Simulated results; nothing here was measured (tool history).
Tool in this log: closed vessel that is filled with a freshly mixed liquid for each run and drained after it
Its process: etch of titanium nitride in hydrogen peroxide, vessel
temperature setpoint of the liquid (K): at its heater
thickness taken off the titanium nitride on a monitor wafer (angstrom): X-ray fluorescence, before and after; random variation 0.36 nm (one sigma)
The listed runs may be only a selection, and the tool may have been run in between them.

run	hour	temperature setpoint of the liquid (K)	concentration of hydrogen peroxide in the mixed liquid (% by weight)	time in the liquid (s)	thickness taken off the titanium nitride on a monitor wafer (angstrom)
1	0	322.15	17	330	263.19
2	6.8	322.15	18.5	330	269.08
3	11.8	322.15	15.5	330	259.88
4	17.7	322.15	15.5	330	259.47
5	20.7	317.65	15.5	330	185
6	27.1	320.65	15.5	330	230.87
7	35.3	323.15	15.5	330	280.32
8	36.7	324.65	15.5	330	308.1

The next listed run, before its measurement:
9	40.3	326.15	15.5	330	?

Logged for run 9: thickness taken off the titanium nitride on a monitor wafer (angstrom) 340.52.
